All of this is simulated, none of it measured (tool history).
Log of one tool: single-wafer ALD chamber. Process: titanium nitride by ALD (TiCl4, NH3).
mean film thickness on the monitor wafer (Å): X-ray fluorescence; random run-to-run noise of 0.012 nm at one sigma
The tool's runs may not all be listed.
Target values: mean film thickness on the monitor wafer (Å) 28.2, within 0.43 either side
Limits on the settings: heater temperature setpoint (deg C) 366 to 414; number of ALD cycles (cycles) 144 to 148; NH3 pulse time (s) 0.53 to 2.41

run  hour  heater temperature setpoint (deg C)  number of ALD cycles (cycles)  NH3 pulse time (s)  mean film thickness on the monitor wafer (Å)
  1     0                                  390                            144                1.47                                        30.181
  2     2                                  387                            144                1.37                                        30.087
  3   5.2                                  387                            148                1.37                                        30.956
  4   7.8                                  387                            148                1.02                                        30.279
  5  15.2                                  386                            148                0.97                                        29.966
  6  19.6                                  393                            148                0.97                                        30.256
  7  25.3                                  392                            148                0.92                                        30.243
  8  27.9                                  391                            148                0.88                                        29.924
  9  36.7                                  391                            148                0.85                                        30.031
 10  43.1                                  390                            148                0.82                                        29.697
 11  50.7                                  390                            148                 0.8                                        29.645
 12  53.4                                  390                            148                0.79                                        29.913
 13  54.6                                  389                            148                0.76                                        29.405
 14  57.2                                  388                            148                0.76                                        29.594
 15  60.5                                  388                            148                0.74                                        29.371
 16  65.7                                  387                            148                0.74                                        29.428
 17  73.8                                  384                            146                0.72                                        28.701

Of the 5 settings listed for the next run, only one would bring every result within its allowed miss of target. Which one?
  A  81.9                                  379                            147                1.06                                             ?
  B  81.9                                  385                            148                0.82                                             ?
  C  81.9                                  378                            145                0.77                                             ?
  D  81.9                                  373                            144                 0.8                                             ?
  E  81.9                                  387                            148                0.61                                             ?

move  mean film thickness on the monitor wafer (Å)
   A                                        29.576
   B                                        29.571
   C                                        28.145
   D                                        27.534
   E                                        28.869
A: moves away from the targets compared with the last run
B: moves away from the targets compared with the last run
C: each result inside its tolerance
D: takes the biggest miss from the last run beyond its target
E: moves away from the targets compared with the last run
Answer: C
